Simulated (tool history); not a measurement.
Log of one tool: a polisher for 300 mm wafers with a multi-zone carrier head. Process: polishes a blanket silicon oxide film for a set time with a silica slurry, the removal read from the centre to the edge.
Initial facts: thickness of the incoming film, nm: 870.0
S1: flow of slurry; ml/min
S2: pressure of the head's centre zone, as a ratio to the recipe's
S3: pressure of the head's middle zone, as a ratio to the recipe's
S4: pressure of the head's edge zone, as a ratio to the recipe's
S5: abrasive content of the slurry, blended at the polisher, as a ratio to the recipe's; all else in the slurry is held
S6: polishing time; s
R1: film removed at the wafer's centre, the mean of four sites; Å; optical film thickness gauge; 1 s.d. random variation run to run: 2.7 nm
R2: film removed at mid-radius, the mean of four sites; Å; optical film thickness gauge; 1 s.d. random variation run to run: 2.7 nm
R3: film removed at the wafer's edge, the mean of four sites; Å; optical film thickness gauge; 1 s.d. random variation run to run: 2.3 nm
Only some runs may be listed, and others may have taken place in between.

{"run": 1, "day": 0.0, "S1": 290, "S2": 1, "S3": 1, "S4": 1, "S5": 1, "S6": 68, "R1": 3104, "R2": 3276.8, "R3": 3212.1}
{"run": 2, "day": 0.138, "S1": 290, "S2": 1, "S3": 1, "S4": 0.98, "S5": 0.9, "S6": 66, "R1": 3028.5, "R2": 3036.5, "R3": 3000.3}
{"run": 3, "day": 0.288, "S1": 245, "S2": 1, "S3": 1, "S4": 0.98, "S5": 0.9, "S6": 66, "R1": 2934.3, "R2": 2982.1, "R3": 2949.5}
{"run": 4, "day": 0.575, "S1": 245, "S2": 0.98, "S3": 1.01, "S4": 0.96, "S5": 0.8, "S6": 63, "R1": 2595.1, "R2": 2769.1, "R3": 2669.7}
{"run": 5, "day": 0.604, "S1": 245, "S2": 0.98, "S3": 1.01, "S4": 0.96, "S5": 0.8, "S6": 50, "R1": 2082.2, "R2": 2142, "R3": 2153}
{"run": 6, "day": 0.912, "S1": 245, "S2": 0.98, "S3": 1.01, "S4": 0.96, "S5": 0.95, "S6": 50, "R1": 2203.8, "R2": 2370.5, "R3": 2249.6}

Forecast run 7:
{"run": 7, "day": 1.071, "S1": 245, "S2": 0.98, "S3": 1.01, "S4": 0.94, "S5": 0.95, "S6": 50, "R1": "?", "R2": "?", "R3": "?"}

{"run 7": {"R1": 2240.7, "R2": 2333.3, "R3": 2260.9}}

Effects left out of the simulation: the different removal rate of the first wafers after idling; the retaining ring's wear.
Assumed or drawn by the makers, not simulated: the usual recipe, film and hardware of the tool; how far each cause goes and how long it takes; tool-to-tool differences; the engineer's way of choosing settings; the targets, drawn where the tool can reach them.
